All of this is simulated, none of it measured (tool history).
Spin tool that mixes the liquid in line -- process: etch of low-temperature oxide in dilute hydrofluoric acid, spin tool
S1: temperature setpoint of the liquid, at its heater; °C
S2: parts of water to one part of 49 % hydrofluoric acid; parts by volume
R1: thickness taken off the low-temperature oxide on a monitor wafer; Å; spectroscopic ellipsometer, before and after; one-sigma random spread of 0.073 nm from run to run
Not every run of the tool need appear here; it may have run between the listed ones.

Run 1, hour 0.0: S1 21.0 °C, S2 60 parts by volume, time under the liquid (s) 30. Result: R1 48.851 Å.
Run 2, hour 5.9: S1 21.0 °C, S2 60 parts by volume, time under the liquid (s) 25. Result: R1 41.402 Å.
Run 3, hour 11.5: S1 23.0 °C, S2 60 parts by volume, time under the liquid (s) 25. Result: R1 44.961 Å.
Run 4, hour 16.3: S1 23.0 °C, S2 60 parts by volume, time under the liquid (s) 25. Result: R1 44.954 Å.
Run 5, hour 20.4: S1 23.5 °C, S2 55 parts by volume, time under the liquid (s) 25. Result: R1 49.996 Å.
Run 6, hour 28.7: S1 20.5 °C, S2 55 parts by volume, time under the liquid (s) 25. Result: R1 43.624 Å.
Run 7, hour 31.5: S1 24.5 °C, S2 40 parts by volume, time under the liquid (s) 25. Result: R1 71.231 Å.

Expected results for the next run?
Run 8, hour 40.0: S1 25.0 °C, S2 40 parts by volume, time under the liquid (s) 25. Result: R1 ?.

Run 8 yielded R1 73.059 Å.

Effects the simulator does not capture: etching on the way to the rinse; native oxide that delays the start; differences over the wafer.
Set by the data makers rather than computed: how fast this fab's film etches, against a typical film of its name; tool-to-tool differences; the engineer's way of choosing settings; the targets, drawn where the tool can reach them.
